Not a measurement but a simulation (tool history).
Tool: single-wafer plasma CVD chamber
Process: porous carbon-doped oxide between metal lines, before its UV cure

| run | hour | heater temperature setpoint (°C) | RF power (W) | deposition time (s) | mean film thickness on the monitor wafer (angstrom) |
|---|---|---|---|---|---|
| 1 | 0 | 315 | 425 | 20.4 | 1084.3 |
| 2 | 3.8 | 315 | 475 | 20.4 | 1178.2 |
| 3 | 11 | 310 | 475 | 20.4 | 1206.4 |
| 4 | 15.8 | 317 | 475 | 20.4 | 1168 |
| 5 | 22.3 | 317 | 495 | 20.4 | 1198.5 |
| 6 | 28 | 315 | 500 | 20.4 | 1220.6 |
| 7 | 32.1 | 314 | 505 | 20.4 | 1234.7 |

Run 8 is up next; what results do you expect?
| 8 | 33.5 | 313 | 505 | 20.4 | ? |

mean film thickness on the monitor wafer (angstrom): 1241.1
